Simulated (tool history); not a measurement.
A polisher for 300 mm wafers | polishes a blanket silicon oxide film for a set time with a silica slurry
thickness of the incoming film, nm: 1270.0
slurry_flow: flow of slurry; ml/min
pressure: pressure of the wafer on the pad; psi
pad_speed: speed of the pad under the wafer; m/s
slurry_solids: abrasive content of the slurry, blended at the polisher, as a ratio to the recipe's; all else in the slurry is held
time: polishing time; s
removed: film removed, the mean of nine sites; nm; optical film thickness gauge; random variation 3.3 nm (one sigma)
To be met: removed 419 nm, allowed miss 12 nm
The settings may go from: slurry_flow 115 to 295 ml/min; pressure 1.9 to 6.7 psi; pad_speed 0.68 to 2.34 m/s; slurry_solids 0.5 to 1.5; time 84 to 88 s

run	hour	slurry_flow	pressure	pad_speed	slurry_solids	time	removed
1	0	190	4.3	1.5	1	84	304.72
2	5.2	150	4.3	1.5	1	84	292.67
3	10.2	150	4.3	1.5	0.85	84	280.57
4	17.7	185	4.3	1.5	0.85	84	291.08
5	23	185	4.3	1.5	0.85	84	288.49
6	31.2	185	4.3	1.16	0.85	84	254.26
7	33.3	185	4.3	1.16	0.85	84	255.88
8	40.4	190	4.5	1.16	0.85	84	267.74
9	47.3	195	4.7	1.16	0.85	84	274.07
10	55.6	200	5	1.18	0.85	84	294.77
11	59.9	205	5.2	1.18	0.85	84	305.05
12	61.4	210	5.4	1.2	0.85	84	321.68
13	65.4	215	5.6	1.2	0.85	84	327.27
14	70.2	215	5.6	1.2	0.85	84	329.27
15	76	235	6.7	1.22	0.85	84	386.14
16	83.9	235	6.7	1.24	0.85	84	388.84
17	90.2	235	6.7	1.26	0.85	84	388.31
18	93.5	235	6.7	1.28	0.85	84	389.64

5 next moves are on the table. One of them brings every result within its allowed miss. Which?
A	96.8	280	6.1	1.12	0.9	84	?
B	96.8	220	6.3	1.12	0.95	84	?
C	96.8	240	6.7	1.32	0.85	87	?
D	96.8	215	5.7	1.58	0.75	85	?
E	96.8	255	5.2	2.02	0.7	85	?

move	removed
A	354.46
B	359.74
C	414.22
D	370.27
E	394.59
A: further off than the last run
B: further off than the last run
C: meets every target
D: further off than the last run
E: nearer than the last run, and not there yet
The right move is C.

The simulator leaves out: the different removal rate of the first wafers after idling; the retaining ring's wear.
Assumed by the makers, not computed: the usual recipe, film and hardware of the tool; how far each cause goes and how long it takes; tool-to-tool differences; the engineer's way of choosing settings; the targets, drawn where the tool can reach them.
